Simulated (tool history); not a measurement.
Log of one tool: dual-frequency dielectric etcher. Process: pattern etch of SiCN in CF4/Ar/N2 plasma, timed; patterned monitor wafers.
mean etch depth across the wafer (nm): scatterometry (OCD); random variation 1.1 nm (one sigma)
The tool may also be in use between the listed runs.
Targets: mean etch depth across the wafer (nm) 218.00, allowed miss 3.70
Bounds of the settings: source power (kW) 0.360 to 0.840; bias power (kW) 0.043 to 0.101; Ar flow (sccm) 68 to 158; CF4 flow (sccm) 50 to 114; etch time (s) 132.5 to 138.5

run	day	source power (kW)	bias power (kW)	Ar flow (sccm)	CF4 flow (sccm)	etch time (s)	mean etch depth across the wafer (nm)
1	0.000	0.600	0.072	113	82	132.5	159.60
2	0.033	0.670	0.073	113	82	132.5	178.90
3	0.283	0.670	0.078	113	82	132.5	184.53
4	0.517	0.670	0.078	113	90	132.5	187.16
5	0.542	0.670	0.084	113	90	132.5	191.24
6	0.908	0.670	0.090	113	90	132.5	198.90
7	1.096	0.690	0.090	113	90	132.5	203.92
8	1.296	0.700	0.090	113	90	132.5	205.29
9	1.421	0.710	0.090	113	90	132.5	208.52
10	1.683	0.720	0.090	113	90	132.5	210.74

Which of these 5 next moves meets every target?
A	1.946	0.710	0.101	126	99	132.5	?
B	1.946	0.730	0.057	90	114	136.5	?
C	1.946	0.740	0.086	145	99	132.5	?
D	1.946	0.660	0.092	110	92	136.5	?
E	1.946	0.700	0.088	121	84	136.5	?

move	mean etch depth across the wafer (nm)
A	219.97
B	202.64
C	211.35
D	204.32
E	206.77
A: meets every target
B: further off than the last run
C: nearer than the last run, and not there yet
D: further off than the last run
E: further off than the last run
Answer: A
